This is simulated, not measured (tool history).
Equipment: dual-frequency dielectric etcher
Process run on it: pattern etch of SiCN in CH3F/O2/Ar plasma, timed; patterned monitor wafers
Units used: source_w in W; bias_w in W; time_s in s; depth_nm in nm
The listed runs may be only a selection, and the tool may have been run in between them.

{"run": 1, "day": 0.0, "source_w": 470, "bias_w": 103, "time_s": 42, "depth_nm": 19.356}
{"run": 2, "day": 0.283, "source_w": 470, "bias_w": 103, "time_s": 39, "depth_nm": 17.901}
{"run": 3, "day": 0.417, "source_w": 470, "bias_w": 94, "time_s": 39, "depth_nm": 17.364}
{"run": 4, "day": 0.604, "source_w": 460, "bias_w": 94, "time_s": 39, "depth_nm": 17.158}
{"run": 5, "day": 0.958, "source_w": 380, "bias_w": 94, "time_s": 39, "depth_nm": 16.319}
{"run": 6, "day": 1.221, "source_w": 380, "bias_w": 107, "time_s": 39, "depth_nm": 17.132}
{"run": 7, "day": 1.258, "source_w": 370, "bias_w": 107, "time_s": 39, "depth_nm": 17.092}

What will run 8 give?
{"run": 8, "day": 1.375, "source_w": 360, "bias_w": 107, "time_s": 39, "depth_nm": "?"}

Logged for run 8: depth_nm 16.879 nm.
